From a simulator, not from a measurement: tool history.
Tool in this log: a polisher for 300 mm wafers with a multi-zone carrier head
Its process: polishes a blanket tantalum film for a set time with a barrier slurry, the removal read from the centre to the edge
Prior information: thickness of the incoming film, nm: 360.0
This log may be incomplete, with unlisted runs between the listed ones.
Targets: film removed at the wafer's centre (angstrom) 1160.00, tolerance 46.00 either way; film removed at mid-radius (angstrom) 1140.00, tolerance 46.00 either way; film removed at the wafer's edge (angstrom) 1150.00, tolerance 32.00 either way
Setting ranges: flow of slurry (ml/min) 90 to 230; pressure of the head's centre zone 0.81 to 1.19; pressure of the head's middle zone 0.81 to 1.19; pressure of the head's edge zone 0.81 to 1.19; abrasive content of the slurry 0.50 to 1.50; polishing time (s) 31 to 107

| run | hour | flow of slurry (ml/min) | pressure of the head's centre zone | pressure of the head's middle zone | pressure of the head's edge zone | abrasive content of the slurry | polishing time (s) | film removed at the wafer's centre (angstrom) | film removed at mid-radius (angstrom) | film removed at the wafer's edge (angstrom) |
|---|---|---|---|---|---|---|---|---|---|---|
| 1 | 0.0 | 150 | 1.00 | 1.00 | 1.00 | 1.00 | 69 | 1015.00 | 1057.20 | 1015.90 |
| 2 | 7.9 | 120 | 1.00 | 1.00 | 1.00 | 1.00 | 69 | 977.27 | 996.53 | 992.33 |
| 3 | 15.3 | 120 | 1.00 | 1.00 | 1.00 | 1.00 | 56 | 801.16 | 806.72 | 809.99 |
| 4 | 16.4 | 130 | 1.01 | 1.01 | 1.03 | 1.10 | 57 | 859.56 | 875.97 | 869.08 |
| 5 | 22.0 | 130 | 1.01 | 1.01 | 1.08 | 1.10 | 57 | 861.12 | 881.32 | 877.21 |
| 6 | 22.8 | 130 | 0.94 | 1.01 | 1.08 | 1.10 | 57 | 803.23 | 879.75 | 893.13 |
| 7 | 27.3 | 170 | 1.04 | 1.02 | 1.18 | 1.35 | 62 | 1089.50 | 1067.30 | 1107.40 |
| 8 | 30.1 | 175 | 1.04 | 1.02 | 1.18 | 1.35 | 62 | 1084.70 | 1049.20 | 1110.80 |
| 9 | 38.9 | 180 | 1.05 | 1.03 | 1.18 | 1.35 | 62 | 1114.30 | 1059.50 | 1095.30 |
| 10 | 45.2 | 200 | 1.02 | 1.05 | 1.19 | 1.45 | 63 | 1123.40 | 1132.50 | 1160.70 |

5 next moves are on the table. One of them brings every result within its allowed miss. Which?
| A | 51.5 | 190 | 0.95 | 1.07 | 1.19 | 1.40 | 64 | ? | ? | ? |
| B | 51.5 | 210 | 1.00 | 1.08 | 1.19 | 1.50 | 61 | ? | ? | ? |
| C | 51.5 | 220 | 1.04 | 1.02 | 1.13 | 1.30 | 66 | ? | ? | ? |
| D | 51.5 | 180 | 0.95 | 1.06 | 1.10 | 1.40 | 65 | ? | ? | ? |
| E | 51.5 | 215 | 1.02 | 1.08 | 1.19 | 1.50 | 61 | ? | ? | ? |

| move | film removed at the wafer's centre (angstrom) | film removed at mid-radius (angstrom) | film removed at the wafer's edge (angstrom) |
|---|---|---|---|
| A | 1029.70 | 1153.00 | 1177.20 |
| B | 1065.40 | 1137.90 | 1150.80 |
| C | 1165.00 | 1150.50 | 1176.20 |
| D | 1037.40 | 1155.50 | 1142.20 |
| E | 1090.40 | 1141.00 | 1153.20 |
A: misses by more than the last run did
B: misses by more than the last run did
C: meets every target
D: misses by more than the last run did
E: misses by more than the last run did
The right move is C.

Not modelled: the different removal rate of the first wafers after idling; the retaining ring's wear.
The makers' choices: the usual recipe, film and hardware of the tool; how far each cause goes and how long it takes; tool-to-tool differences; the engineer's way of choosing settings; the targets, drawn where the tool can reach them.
